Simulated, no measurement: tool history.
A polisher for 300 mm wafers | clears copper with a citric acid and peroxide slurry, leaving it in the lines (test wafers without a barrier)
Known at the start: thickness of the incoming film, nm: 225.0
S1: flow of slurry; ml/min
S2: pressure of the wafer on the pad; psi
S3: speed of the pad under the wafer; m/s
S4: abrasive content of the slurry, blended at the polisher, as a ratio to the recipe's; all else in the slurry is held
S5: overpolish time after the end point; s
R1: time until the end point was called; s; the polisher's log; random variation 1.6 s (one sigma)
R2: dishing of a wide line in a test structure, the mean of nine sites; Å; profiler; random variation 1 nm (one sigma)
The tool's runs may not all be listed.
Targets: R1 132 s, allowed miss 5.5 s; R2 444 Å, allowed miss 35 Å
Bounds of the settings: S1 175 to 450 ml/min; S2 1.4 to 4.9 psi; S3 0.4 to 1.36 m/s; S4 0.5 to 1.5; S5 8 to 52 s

Run 1, day 0: S1 290 ml/min, S2 3.1 psi, S3 0.88 m/s, S4 1, S5 26 s. Result: R1 99.27 s, R2 405.82 Å.
Run 2, day 0.321: S1 290 ml/min, S2 2.9 psi, S3 0.88 m/s, S4 1, S5 28 s. Result: R1 105.89 s, R2 411.35 Å.
Run 3, day 0.688: S1 290 ml/min, S2 2.9 psi, S3 0.88 m/s, S4 1, S5 17 s. Result: R1 105.86 s, R2 262.86 Å.
Run 4, day 0.729: S1 355 ml/min, S2 2.9 psi, S3 0.88 m/s, S4 1, S5 17 s. Result: R1 105.01 s, R2 272.43 Å.
Run 5, day 0.788: S1 355 ml/min, S2 2.8 psi, S3 0.88 m/s, S4 1, S5 20 s. Result: R1 106.99 s, R2 291.96 Å.
Run 6, day 1.075: S1 355 ml/min, S2 3.4 psi, S3 0.88 m/s, S4 1, S5 20 s. Result: R1 88.459 s, R2 368.14 Å.
Run 7, day 1.262: S1 355 ml/min, S2 3.2 psi, S3 0.86 m/s, S4 1, S5 23 s. Result: R1 96.037 s, R2 387.45 Å.
Run 8, day 1.508: S1 355 ml/min, S2 3.1 psi, S3 0.84 m/s, S4 1, S5 25 s. Result: R1 100.9 s, R2 390.66 Å.
Run 9, day 1.762: S1 355 ml/min, S2 3 psi, S3 0.84 m/s, S4 1, S5 27 s. Result: R1 105.54 s, R2 386.48 Å.
Run 10, day 1.908: S1 355 ml/min, S2 2.9 psi, S3 0.84 m/s, S4 1, S5 29 s. Result: R1 106.85 s, R2 413.5 Å.
At day 2.242: slurry blender recalibrated.
Run 11, day 2.242: S1 355 ml/min, S2 2.8 psi, S3 0.84 m/s, S4 1, S5 31 s. Result: R1 103.77 s, R2 430.8 Å.
Run 12, day 2.375: S1 340 ml/min, S2 2.7 psi, S3 0.82 m/s, S4 1, S5 33 s. Result: R1 112.69 s, R2 426.25 Å.

Which of these 5 next moves meets every target?
Run A, day 2.508: S1 410 ml/min, S2 2.2 psi, S3 1.04 m/s, S4 1.1, S5 35 s. Result: R1 ?, R2 ?.
Run B, day 2.508: S1 330 ml/min, S2 2.4 psi, S3 0.68 m/s, S4 1.1, S5 38 s. Result: R1 ?, R2 ?.
Run C, day 2.508: S1 275 ml/min, S2 2.5 psi, S3 0.66 m/s, S4 0.9, S5 45 s. Result: R1 ?, R2 ?.
Run D, day 2.508: S1 355 ml/min, S2 2.8 psi, S3 0.98 m/s, S4 1, S5 27 s. Result: R1 ?, R2 ?.
Run E, day 2.508: S1 320 ml/min, S2 2.5 psi, S3 0.74 m/s, S4 0.95, S5 41 s. Result: R1 ?, R2 ?.

move      R1      R2
   A     109  473.08
   B  142.91  417.58
   C   148.1  461.17
   D  93.188  447.91
   E  132.45  466.85
A: further off than the last run
B: takes the result that was furthest off past its target
C: takes the result that was furthest off past its target
D: further off than the last run
E: meets every target
Answer: E
